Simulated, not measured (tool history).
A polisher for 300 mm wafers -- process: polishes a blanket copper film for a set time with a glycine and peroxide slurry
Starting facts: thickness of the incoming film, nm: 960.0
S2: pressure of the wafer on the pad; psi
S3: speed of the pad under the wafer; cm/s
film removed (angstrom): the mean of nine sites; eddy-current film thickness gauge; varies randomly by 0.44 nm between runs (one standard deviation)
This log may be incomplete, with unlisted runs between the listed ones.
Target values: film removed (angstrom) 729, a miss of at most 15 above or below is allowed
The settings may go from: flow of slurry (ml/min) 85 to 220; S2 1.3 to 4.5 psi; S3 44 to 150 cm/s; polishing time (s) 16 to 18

Run 1, hour 0: flow of slurry (ml/min) 140, S2 2.9 psi, S3 96 cm/s, polishing time (s) 18. Result: film removed (angstrom) 868.81.
Run 2, hour 4.6: flow of slurry (ml/min) 135, S2 2.8 psi, S3 96 cm/s, polishing time (s) 18. Result: film removed (angstrom) 845.15.
Run 3, hour 10.5: flow of slurry (ml/min) 135, S2 2.8 psi, S3 106 cm/s, polishing time (s) 18. Result: film removed (angstrom) 906.06.
Run 4, hour 12.5: flow of slurry (ml/min) 130, S2 2.7 psi, S3 106 cm/s, polishing time (s) 18. Result: film removed (angstrom) 882.81.
Run 5, hour 19.8: flow of slurry (ml/min) 125, S2 2.6 psi, S3 106 cm/s, polishing time (s) 18. Result: film removed (angstrom) 833.07.
Run 6, hour 26.3: flow of slurry (ml/min) 120, S2 2.6 psi, S3 106 cm/s, polishing time (s) 18. Result: film removed (angstrom) 831.42.
Run 7, hour 30.6: flow of slurry (ml/min) 115, S2 2.6 psi, S3 106 cm/s, polishing time (s) 18. Result: film removed (angstrom) 829.97.
Run 8, hour 31.2: flow of slurry (ml/min) 110, S2 2.6 psi, S3 106 cm/s, polishing time (s) 18. Result: film removed (angstrom) 815.72.
Run 9, hour 35.2: flow of slurry (ml/min) 85, S2 2.3 psi, S3 106 cm/s, polishing time (s) 18. Result: film removed (angstrom) 682.92.
Run 10, hour 40.4: flow of slurry (ml/min) 90, S2 2.3 psi, S3 106 cm/s, polishing time (s) 18. Result: film removed (angstrom) 690.95.
Run 11, hour 43.8: flow of slurry (ml/min) 95, S2 2.3 psi, S3 106 cm/s, polishing time (s) 18. Result: film removed (angstrom) 715.81.

Exactly one of the 4 candidate moves below puts every result within its allowed miss. Which one?
Run A, hour 47.2: flow of slurry (ml/min) 85, S2 2.4 psi, S3 104 cm/s, polishing time (s) 18. Result: film removed (angstrom) ?.
Run B, hour 47.2: flow of slurry (ml/min) 95, S2 2.1 psi, S3 116 cm/s, polishing time (s) 18. Result: film removed (angstrom) ?.
Run C, hour 47.2: flow of slurry (ml/min) 125, S2 2 psi, S3 108 cm/s, polishing time (s) 18. Result: film removed (angstrom) ?.
Run D, hour 47.2: flow of slurry (ml/min) 115, S2 2.2 psi, S3 126 cm/s, polishing time (s) 16. Result: film removed (angstrom) ?.

move  film removed (angstrom)
   A                   697.78
   B                   706.84
   C                    693.9
   D                   733.97
A: its largest miss is bigger than the last run's
B: its largest miss is bigger than the last run's
C: its largest miss is bigger than the last run's
D: all results in spec
D is the move that brings every result within its allowed miss.
